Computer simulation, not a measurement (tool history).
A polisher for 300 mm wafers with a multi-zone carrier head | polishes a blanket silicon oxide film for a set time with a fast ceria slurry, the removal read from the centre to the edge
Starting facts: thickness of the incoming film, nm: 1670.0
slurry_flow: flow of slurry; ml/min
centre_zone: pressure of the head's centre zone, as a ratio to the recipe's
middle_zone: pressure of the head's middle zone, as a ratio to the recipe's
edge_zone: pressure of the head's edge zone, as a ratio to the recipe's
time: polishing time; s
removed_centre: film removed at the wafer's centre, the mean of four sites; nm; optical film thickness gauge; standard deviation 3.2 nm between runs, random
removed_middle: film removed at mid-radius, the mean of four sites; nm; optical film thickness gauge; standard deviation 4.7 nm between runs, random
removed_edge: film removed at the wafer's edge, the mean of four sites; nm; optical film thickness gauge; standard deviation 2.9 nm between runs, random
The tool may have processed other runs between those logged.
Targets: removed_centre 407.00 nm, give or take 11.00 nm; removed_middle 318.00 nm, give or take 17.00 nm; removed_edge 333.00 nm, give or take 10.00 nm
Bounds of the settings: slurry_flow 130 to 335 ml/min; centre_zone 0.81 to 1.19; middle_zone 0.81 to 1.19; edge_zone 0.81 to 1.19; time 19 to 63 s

{"run": 1, "hour": 0.0, "slurry_flow": 215, "centre_zone": 1.0, "middle_zone": 1.0, "edge_zone": 1.0, "time": 41, "removed_centre": 440.88, "removed_middle": 442.4, "removed_edge": 448.62}
{"run": 2, "hour": 5.4, "slurry_flow": 215, "centre_zone": 1.02, "middle_zone": 0.98, "edge_zone": 0.98, "time": 40, "removed_centre": 441.52, "removed_middle": 433.72, "removed_edge": 439.61}
{"run": 3, "hour": 13.8, "slurry_flow": 215, "centre_zone": 1.02, "middle_zone": 0.92, "edge_zone": 0.98, "time": 40, "removed_centre": 444.45, "removed_middle": 410.3, "removed_edge": 431.14}
{"run": 4, "hour": 22.7, "slurry_flow": 255, "centre_zone": 1.02, "middle_zone": 0.92, "edge_zone": 0.98, "time": 40, "removed_centre": 453.28, "removed_middle": 431.22, "removed_edge": 446.05}
{"run": 5, "hour": 26.3, "slurry_flow": 245, "centre_zone": 1.03, "middle_zone": 0.91, "edge_zone": 0.96, "time": 39, "removed_centre": 446.65, "removed_middle": 407.77, "removed_edge": 432.66}
{"run": 6, "hour": 29.5, "slurry_flow": 245, "centre_zone": 1.03, "middle_zone": 0.91, "edge_zone": 0.96, "time": 45, "removed_centre": 512.27, "removed_middle": 470.54, "removed_edge": 484.98}
{"run": 7, "hour": 37.4, "slurry_flow": 235, "centre_zone": 1.04, "middle_zone": 0.91, "edge_zone": 0.94, "time": 43, "removed_centre": 494.42, "removed_middle": 443.97, "removed_edge": 468.34}
{"run": 8, "hour": 39.6, "slurry_flow": 235, "centre_zone": 1.06, "middle_zone": 0.92, "edge_zone": 0.92, "time": 41, "removed_centre": 481.6, "removed_middle": 422.88, "removed_edge": 448.2}
{"run": 9, "hour": 47.8, "slurry_flow": 230, "centre_zone": 1.08, "middle_zone": 0.93, "edge_zone": 0.91, "time": 39, "removed_centre": 460.36, "removed_middle": 417.59, "removed_edge": 406.74}
{"run": 10, "hour": 50.8, "slurry_flow": 230, "centre_zone": 1.08, "middle_zone": 0.93, "edge_zone": 0.91, "time": 39, "removed_centre": 467.4, "removed_middle": 410.39, "removed_edge": 417.26}
{"run": 11, "hour": 59.7, "slurry_flow": 220, "centre_zone": 1.09, "middle_zone": 0.92, "edge_zone": 0.9, "time": 38, "removed_centre": 450.53, "removed_middle": 389.43, "removed_edge": 402.61}
{"run": 12, "hour": 65.8, "slurry_flow": 215, "centre_zone": 1.1, "middle_zone": 0.92, "edge_zone": 0.89, "time": 37, "removed_centre": 447.92, "removed_middle": 379.09, "removed_edge": 388.49}
{"run": 13, "hour": 73.3, "slurry_flow": 210, "centre_zone": 1.1, "middle_zone": 0.92, "edge_zone": 0.88, "time": 36, "removed_centre": 430.25, "removed_middle": 373.13, "removed_edge": 371.34}

4 next moves are on the table. One of them brings every result within its allowed miss. Which?
{"run": "A", "hour": 80.8, "slurry_flow": 145, "centre_zone": 1.12, "middle_zone": 0.83, "edge_zone": 0.86, "time": 36, "removed_centre": "?", "removed_middle": "?", "removed_edge": "?"}
{"run": "B", "hour": 80.8, "slurry_flow": 165, "centre_zone": 1.19, "middle_zone": 0.91, "edge_zone": 0.91, "time": 33, "removed_centre": "?", "removed_middle": "?", "removed_edge": "?"}
{"run": "C", "hour": 80.8, "slurry_flow": 165, "centre_zone": 1.12, "middle_zone": 0.82, "edge_zone": 0.88, "time": 35, "removed_centre": "?", "removed_middle": "?", "removed_edge": "?"}
{"run": "D", "hour": 80.8, "slurry_flow": 190, "centre_zone": 1.07, "middle_zone": 0.95, "edge_zone": 0.85, "time": 36, "removed_centre": "?", "removed_middle": "?", "removed_edge": "?"}

move=A removed_centre=407.66 removed_middle=320.52 removed_edge=352.08
move=B removed_centre=410.40 removed_middle=321.81 removed_edge=337.74
move=C removed_centre=409.29 removed_middle=318.06 removed_edge=353.12
move=D removed_centre=414.47 removed_middle=371.74 removed_edge=364.04
A: nearer than the last run, and not there yet
B: each result inside its tolerance
C: nearer than the last run, and not there yet
D: nearer than the last run, and not there yet
Answer: B
